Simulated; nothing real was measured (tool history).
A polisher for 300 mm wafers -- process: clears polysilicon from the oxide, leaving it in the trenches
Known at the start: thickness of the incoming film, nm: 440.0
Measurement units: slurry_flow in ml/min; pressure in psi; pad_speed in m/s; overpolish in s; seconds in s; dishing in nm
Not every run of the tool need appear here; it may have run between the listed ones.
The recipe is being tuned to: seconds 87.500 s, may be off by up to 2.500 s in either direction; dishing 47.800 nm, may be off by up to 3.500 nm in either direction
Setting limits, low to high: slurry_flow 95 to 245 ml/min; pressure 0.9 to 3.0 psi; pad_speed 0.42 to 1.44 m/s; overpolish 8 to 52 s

{"run": 1, "hour": 0.0, "slurry_flow": 155, "pressure": 1.9, "pad_speed": 0.92, "overpolish": 26, "seconds": 62.782, "dishing": 48.827}
{"run": 2, "hour": 3.1, "slurry_flow": 150, "pressure": 1.8, "pad_speed": 0.92, "overpolish": 26, "seconds": 65.674, "dishing": 47.837}
{"run": 3, "hour": 10.7, "slurry_flow": 150, "pressure": 1.8, "pad_speed": 0.8, "overpolish": 26, "seconds": 71.225, "dishing": 44.831}
{"run": 4, "hour": 19.0, "slurry_flow": 150, "pressure": 1.7, "pad_speed": 0.82, "overpolish": 30, "seconds": 74.968, "dishing": 48.016}
{"run": 5, "hour": 19.7, "slurry_flow": 150, "pressure": 1.6, "pad_speed": 0.82, "overpolish": 30, "seconds": 78.647, "dishing": 46.512}
{"hour": 23.6, "done": "worn pad replaced by a new one"}
{"run": 6, "hour": 23.6, "slurry_flow": 150, "pressure": 1.6, "pad_speed": 0.82, "overpolish": 21, "seconds": 72.193, "dishing": 44.56}
{"run": 7, "hour": 29.1, "slurry_flow": 155, "pressure": 1.5, "pad_speed": 0.82, "overpolish": 23, "seconds": 74.792, "dishing": 43.981}
{"run": 8, "hour": 31.5, "slurry_flow": 150, "pressure": 1.5, "pad_speed": 0.82, "overpolish": 25, "seconds": 76.631, "dishing": 45.292}

Which single option among these 4 for the next run brings every result within its allowed miss of target? Just one does.
{"run": "A", "hour": 33.9, "slurry_flow": 160, "pressure": 1.3, "pad_speed": 0.78, "overpolish": 40, "seconds": "?", "dishing": "?"}
{"run": "B", "hour": 33.9, "slurry_flow": 120, "pressure": 1.4, "pad_speed": 0.86, "overpolish": 39, "seconds": "?", "dishing": "?"}
{"run": "C", "hour": 33.9, "slurry_flow": 115, "pressure": 1.5, "pad_speed": 0.7, "overpolish": 17, "seconds": "?", "dishing": "?"}
{"run": "D", "hour": 33.9, "slurry_flow": 160, "pressure": 1.4, "pad_speed": 0.72, "overpolish": 18, "seconds": "?", "dishing": "?"}

move=A seconds=87.052 dishing=45.974
move=B seconds=80.069 dishing=46.185
move=C seconds=87.682 dishing=37.625
move=D seconds=86.564 dishing=38.659
A: meets every target
B: gains on the last run, yet a result remains outside its allowed miss
C: brings the last run's worst result on target, with another outside its allowed miss
D: brings the last run's worst result on target, with another outside its allowed miss
A is the move that brings every result within its allowed miss.
